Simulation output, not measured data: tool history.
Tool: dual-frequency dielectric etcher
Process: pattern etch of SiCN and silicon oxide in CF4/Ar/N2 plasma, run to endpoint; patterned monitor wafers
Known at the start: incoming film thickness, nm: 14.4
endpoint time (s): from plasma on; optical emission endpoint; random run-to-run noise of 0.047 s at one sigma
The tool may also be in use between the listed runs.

Run 1, hour 0: source power (W) 470, bias power (W) 69, Ar flow (sccm) 79, CF4 flow (sccm) 60. Result: endpoint time (s) 14.736.
Run 2, hour 2.2: source power (W) 470, bias power (W) 62, Ar flow (sccm) 79, CF4 flow (sccm) 60. Result: endpoint time (s) 15.224.
Run 3, hour 6.5: source power (W) 530, bias power (W) 62, Ar flow (sccm) 79, CF4 flow (sccm) 60. Result: endpoint time (s) 13.721.
Run 4, hour 11: source power (W) 530, bias power (W) 62, Ar flow (sccm) 69, CF4 flow (sccm) 60. Result: endpoint time (s) 13.456.
Run 5, hour 16.4: source power (W) 530, bias power (W) 62, Ar flow (sccm) 69, CF4 flow (sccm) 66. Result: endpoint time (s) 13.253.
Run 6, hour 22: source power (W) 530, bias power (W) 62, Ar flow (sccm) 60, CF4 flow (sccm) 66. Result: endpoint time (s) 12.949.
Run 7, hour 24.1: source power (W) 550, bias power (W) 62, Ar flow (sccm) 60, CF4 flow (sccm) 66. Result: endpoint time (s) 12.571.
Run 8, hour 31.6: source power (W) 560, bias power (W) 62, Ar flow (sccm) 60, CF4 flow (sccm) 66. Result: endpoint time (s) 12.389.

Forecast run 9:
Run 9, hour 39.3: source power (W) 570, bias power (W) 62, Ar flow (sccm) 60, CF4 flow (sccm) 66. Result: endpoint time (s) ?.

endpoint time (s): 12.137

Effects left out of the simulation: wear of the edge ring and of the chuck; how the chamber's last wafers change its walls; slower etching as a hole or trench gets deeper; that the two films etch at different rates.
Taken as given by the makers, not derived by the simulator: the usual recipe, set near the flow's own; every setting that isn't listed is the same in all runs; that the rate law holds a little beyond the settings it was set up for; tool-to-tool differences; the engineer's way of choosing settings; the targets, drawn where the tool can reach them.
